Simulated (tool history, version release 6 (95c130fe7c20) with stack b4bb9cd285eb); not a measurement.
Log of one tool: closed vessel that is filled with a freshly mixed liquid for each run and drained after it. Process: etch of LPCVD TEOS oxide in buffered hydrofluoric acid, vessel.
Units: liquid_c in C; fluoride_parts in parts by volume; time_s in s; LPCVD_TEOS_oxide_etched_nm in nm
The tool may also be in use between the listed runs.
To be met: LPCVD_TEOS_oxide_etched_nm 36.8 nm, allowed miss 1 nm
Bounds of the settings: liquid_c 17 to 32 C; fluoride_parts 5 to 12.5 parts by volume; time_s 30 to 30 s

run 1 hour=0 | liquid_c=24 fluoride_parts=7.5 time_s=30 | LPCVD_TEOS_oxide_etched_nm=66.746
run 2 hour=7.3 | liquid_c=24 fluoride_parts=7.5 time_s=30 | LPCVD_TEOS_oxide_etched_nm=66.65
run 3 hour=12.1 | liquid_c=21 fluoride_parts=7.5 time_s=30 | LPCVD_TEOS_oxide_etched_nm=56.683
run 4 hour=13.7 | liquid_c=21 fluoride_parts=8.5 time_s=30 | LPCVD_TEOS_oxide_etched_nm=49.078
run 5 hour=17 | liquid_c=24 fluoride_parts=8.5 time_s=30 | LPCVD_TEOS_oxide_etched_nm=58.058
run 6 hour=21 | liquid_c=22 fluoride_parts=8.5 time_s=30 | LPCVD_TEOS_oxide_etched_nm=52.153
run 7 hour=28.7 | liquid_c=20.5 fluoride_parts=8.5 time_s=30 | LPCVD_TEOS_oxide_etched_nm=47.488
run 8 hour=36.5 | liquid_c=20.5 fluoride_parts=8.5 time_s=30 | LPCVD_TEOS_oxide_etched_nm=47.727
run 9 hour=43 | liquid_c=19.5 fluoride_parts=8.5 time_s=30 | LPCVD_TEOS_oxide_etched_nm=45.157
run 10 hour=50.4 | liquid_c=18.5 fluoride_parts=8.5 time_s=30 | LPCVD_TEOS_oxide_etched_nm=42.764

4 next moves are on the table. One of them brings every result within its allowed miss. Which?
run A hour=57.8 | liquid_c=17.5 fluoride_parts=9.5 time_s=30 | LPCVD_TEOS_oxide_etched_nm=?
run B hour=57.8 | liquid_c=21 fluoride_parts=11 time_s=30 | LPCVD_TEOS_oxide_etched_nm=?
run C hour=57.8 | liquid_c=21 fluoride_parts=7.5 time_s=30 | LPCVD_TEOS_oxide_etched_nm=?
run D hour=57.8 | liquid_c=17 fluoride_parts=8.5 time_s=30 | LPCVD_TEOS_oxide_etched_nm=?

move=A LPCVD_TEOS_oxide_etched_nm=36.661
move=B LPCVD_TEOS_oxide_etched_nm=39.387
move=C LPCVD_TEOS_oxide_etched_nm=56.276
move=D LPCVD_TEOS_oxide_etched_nm=39.227
A: meets every target
B: nearer than the last run, and not there yet
C: further off than the last run
D: nearer than the last run, and not there yet
Move A is the one to make.
